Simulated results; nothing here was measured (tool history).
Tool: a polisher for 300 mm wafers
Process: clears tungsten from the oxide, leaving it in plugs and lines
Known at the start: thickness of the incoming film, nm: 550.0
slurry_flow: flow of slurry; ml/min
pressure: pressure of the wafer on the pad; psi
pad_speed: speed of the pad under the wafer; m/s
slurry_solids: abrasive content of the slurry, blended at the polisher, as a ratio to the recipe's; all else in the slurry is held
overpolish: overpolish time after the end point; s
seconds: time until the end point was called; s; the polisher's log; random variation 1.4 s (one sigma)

{"run": 1, "day": 0.0, "slurry_flow": 315, "pressure": 4.5, "pad_speed": 1.22, "slurry_solids": 1.0, "overpolish": 9, "seconds": 71.474}
{"run": 2, "day": 0.217, "slurry_flow": 315, "pressure": 5.4, "pad_speed": 1.22, "slurry_solids": 1.0, "overpolish": 9, "seconds": 59.328}
{"run": 3, "day": 0.404, "slurry_flow": 315, "pressure": 5.4, "pad_speed": 1.22, "slurry_solids": 1.0, "overpolish": 9, "seconds": 60.164}
{"run": 4, "day": 0.525, "slurry_flow": 315, "pressure": 5.4, "pad_speed": 1.46, "slurry_solids": 1.0, "overpolish": 9, "seconds": 49.752}
{"run": 5, "day": 0.712, "slurry_flow": 315, "pressure": 4.9, "pad_speed": 1.42, "slurry_solids": 1.0, "overpolish": 9, "seconds": 55.87}
{"run": 6, "day": 0.888, "slurry_flow": 315, "pressure": 4.9, "pad_speed": 1.42, "slurry_solids": 1.0, "overpolish": 8, "seconds": 56.311}

Forecast run 7:
{"run": 7, "day": 0.958, "slurry_flow": 315, "pressure": 4.5, "pad_speed": 1.38, "slurry_solids": 1.0, "overpolish": 8, "seconds": "?"}

seconds: 64.481 s
